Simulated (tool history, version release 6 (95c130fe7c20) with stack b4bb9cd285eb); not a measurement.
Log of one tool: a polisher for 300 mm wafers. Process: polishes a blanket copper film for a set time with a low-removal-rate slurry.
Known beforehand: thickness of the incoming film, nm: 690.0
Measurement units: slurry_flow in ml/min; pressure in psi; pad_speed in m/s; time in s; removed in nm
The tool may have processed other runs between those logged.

run,day,slurry_flow,pressure,pad_speed,slurry_solids,time,removed
1,0.000,220,2.8,1.04,1.0,34,115.360
2,0.271,220,3.0,1.06,1.0,34,126.340
3,0.446,220,2.3,1.06,1.0,34,94.894
4,0.583,220,2.3,1.06,1.1,34,100.630
5,0.950,195,2.3,1.06,1.1,34,98.944
6,1.017,195,2.5,1.06,1.1,34,105.510
7,1.117,195,2.7,1.06,1.1,34,115.940

Run 8 comes next. What will it give?
8,1.371,195,2.7,1.06,1.1,34,?

removed: 116.440 nm
